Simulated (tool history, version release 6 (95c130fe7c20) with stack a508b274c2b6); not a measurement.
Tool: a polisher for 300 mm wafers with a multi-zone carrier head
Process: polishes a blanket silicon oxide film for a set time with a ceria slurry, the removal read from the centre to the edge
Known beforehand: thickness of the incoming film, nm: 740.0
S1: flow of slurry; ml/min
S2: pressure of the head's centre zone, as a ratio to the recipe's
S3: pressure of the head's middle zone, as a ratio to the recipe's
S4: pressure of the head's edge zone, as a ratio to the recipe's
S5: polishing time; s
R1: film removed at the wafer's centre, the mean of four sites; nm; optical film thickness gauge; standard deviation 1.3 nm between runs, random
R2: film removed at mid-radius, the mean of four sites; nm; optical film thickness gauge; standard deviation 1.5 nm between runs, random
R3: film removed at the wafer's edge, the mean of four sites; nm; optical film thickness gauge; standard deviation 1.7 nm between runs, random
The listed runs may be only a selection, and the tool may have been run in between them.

{"run": 1, "hour": 0.0, "S1": 225, "S2": 1.0, "S3": 1.0, "S4": 1.0, "S5": 39, "R1": 142.15, "R2": 155.71, "R3": 155.82}
{"run": 2, "hour": 4.6, "S1": 220, "S2": 0.99, "S3": 0.95, "S4": 0.99, "S5": 38, "R1": 137.16, "R2": 144.47, "R3": 156.73}
{"run": 3, "hour": 5.5, "S1": 220, "S2": 1.0, "S3": 0.94, "S4": 0.98, "S5": 36, "R1": 130.91, "R2": 136.13, "R3": 144.17}
{"run": 4, "hour": 13.5, "S1": 220, "S2": 0.96, "S3": 0.94, "S4": 0.98, "S5": 36, "R1": 124.92, "R2": 136.14, "R3": 143.45}
{"run": 5, "hour": 19.0, "S1": 220, "S2": 0.96, "S3": 0.94, "S4": 0.98, "S5": 28, "R1": 97.168, "R2": 106.63, "R3": 115.02}
{"run": 6, "hour": 21.0, "S1": 220, "S2": 0.96, "S3": 0.94, "S4": 0.92, "S5": 28, "R1": 96.71, "R2": 106.08, "R3": 107.08}
{"hour": 29.2, "done": "centre zone pressure recalibrated"}
{"run": 7, "hour": 29.2, "S1": 230, "S2": 0.99, "S3": 0.95, "S4": 0.96, "S5": 28, "R1": 110.4, "R2": 107.16, "R3": 113.05}

What will run 8 give?
{"run": 8, "hour": 35.6, "S1": 235, "S2": 0.99, "S3": 0.96, "S4": 0.99, "S5": 29, "R1": "?", "R2": "?", "R3": "?"}

{"run 8": {"R1": 115.59, "R2": 113.3, "R3": 117.73}}
